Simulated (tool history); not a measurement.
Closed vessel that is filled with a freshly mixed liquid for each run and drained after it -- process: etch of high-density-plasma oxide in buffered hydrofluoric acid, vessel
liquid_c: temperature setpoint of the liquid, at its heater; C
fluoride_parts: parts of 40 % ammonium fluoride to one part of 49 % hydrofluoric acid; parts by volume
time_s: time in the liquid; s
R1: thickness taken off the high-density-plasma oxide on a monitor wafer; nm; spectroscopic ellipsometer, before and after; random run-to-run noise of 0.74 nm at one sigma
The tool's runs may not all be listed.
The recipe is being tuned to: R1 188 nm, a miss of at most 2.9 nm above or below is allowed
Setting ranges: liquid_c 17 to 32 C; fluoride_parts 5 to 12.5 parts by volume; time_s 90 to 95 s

Run 1, hour 0: liquid_c 25 C, fluoride_parts 7.5 parts by volume, time_s 90 s. Result: R1 200.67 nm.
Run 2, hour 1.8: liquid_c 25 C, fluoride_parts 9.5 parts by volume, time_s 90 s. Result: R1 160.5 nm.
Run 3, hour 6.4: liquid_c 26 C, fluoride_parts 9.5 parts by volume, time_s 90 s. Result: R1 169.13 nm.
Run 4, hour 12.5: liquid_c 26.5 C, fluoride_parts 9.5 parts by volume, time_s 90 s. Result: R1 173.66 nm.
Run 5, hour 13.5: liquid_c 26.5 C, fluoride_parts 9.5 parts by volume, time_s 90 s. Result: R1 172.59 nm.
Run 6, hour 18.6: liquid_c 25 C, fluoride_parts 9.5 parts by volume, time_s 90 s. Result: R1 159.78 nm.
Run 7, hour 20.7: liquid_c 26 C, fluoride_parts 9.5 parts by volume, time_s 90 s. Result: R1 168.39 nm.
Run 8, hour 25.2: liquid_c 26.5 C, fluoride_parts 9.5 parts by volume, time_s 90 s. Result: R1 174.15 nm.
Run 9, hour 28.8: liquid_c 27 C, fluoride_parts 9.5 parts by volume, time_s 90 s. Result: R1 176.86 nm.
Run 10, hour 34.1: liquid_c 27.5 C, fluoride_parts 9.5 parts by volume, time_s 90 s. Result: R1 181.89 nm.

Below are 4 possible settings for the next run. Only one of them brings all results inside the allowed miss of their targets. Which is it?
Run A, hour 39.4: liquid_c 28.5 C, fluoride_parts 10.5 parts by volume, time_s 95 s. Result: R1 ?.
Run B, hour 39.4: liquid_c 27.5 C, fluoride_parts 10.5 parts by volume, time_s 95 s. Result: R1 ?.
Run C, hour 39.4: liquid_c 25.5 C, fluoride_parts 9 parts by volume, time_s 95 s. Result: R1 ?.
Run D, hour 39.4: liquid_c 24.5 C, fluoride_parts 8.5 parts by volume, time_s 95 s. Result: R1 ?.

move      R1
   A  185.97
   B  176.35
   C  177.48
   D  178.89
A: all results in spec
B: its largest miss is bigger than the last run's
C: its largest miss is bigger than the last run's
D: its largest miss is bigger than the last run's
A is the move that brings every result within its allowed miss.

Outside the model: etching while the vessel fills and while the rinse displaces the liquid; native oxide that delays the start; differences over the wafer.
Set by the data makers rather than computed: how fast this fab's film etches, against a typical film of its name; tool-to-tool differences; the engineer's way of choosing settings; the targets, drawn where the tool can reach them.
